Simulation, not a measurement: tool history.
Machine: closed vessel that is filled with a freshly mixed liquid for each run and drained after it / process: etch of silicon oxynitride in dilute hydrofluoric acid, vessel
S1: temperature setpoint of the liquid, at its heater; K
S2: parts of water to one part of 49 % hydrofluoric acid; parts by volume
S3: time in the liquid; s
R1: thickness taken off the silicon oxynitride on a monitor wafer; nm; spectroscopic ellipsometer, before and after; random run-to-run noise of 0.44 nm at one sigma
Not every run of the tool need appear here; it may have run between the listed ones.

{"run": 1, "hour": 0.0, "S1": 298.15, "S2": 100, "S3": 1140, "R1": 42.077}
{"run": 2, "hour": 1.7, "S1": 298.15, "S2": 100, "S3": 1210, "R1": 45.273}
{"run": 3, "hour": 10.8, "S1": 298.15, "S2": 70, "S3": 1210, "R1": 66.262}
{"run": 4, "hour": 14.3, "S1": 298.15, "S2": 70, "S3": 1210, "R1": 66.847}
{"run": 5, "hour": 18.1, "S1": 299.65, "S2": 70, "S3": 1210, "R1": 71.406}
{"run": 6, "hour": 23.0, "S1": 298.65, "S2": 70, "S3": 1210, "R1": 69.084}
{"run": 7, "hour": 25.9, "S1": 297.65, "S2": 70, "S3": 1210, "R1": 65.199}

Expected results for the next run?
{"run": 8, "hour": 31.6, "S1": 297.15, "S2": 70, "S3": 1210, "R1": "?"}

Run 8 measured R1 63.264 nm.

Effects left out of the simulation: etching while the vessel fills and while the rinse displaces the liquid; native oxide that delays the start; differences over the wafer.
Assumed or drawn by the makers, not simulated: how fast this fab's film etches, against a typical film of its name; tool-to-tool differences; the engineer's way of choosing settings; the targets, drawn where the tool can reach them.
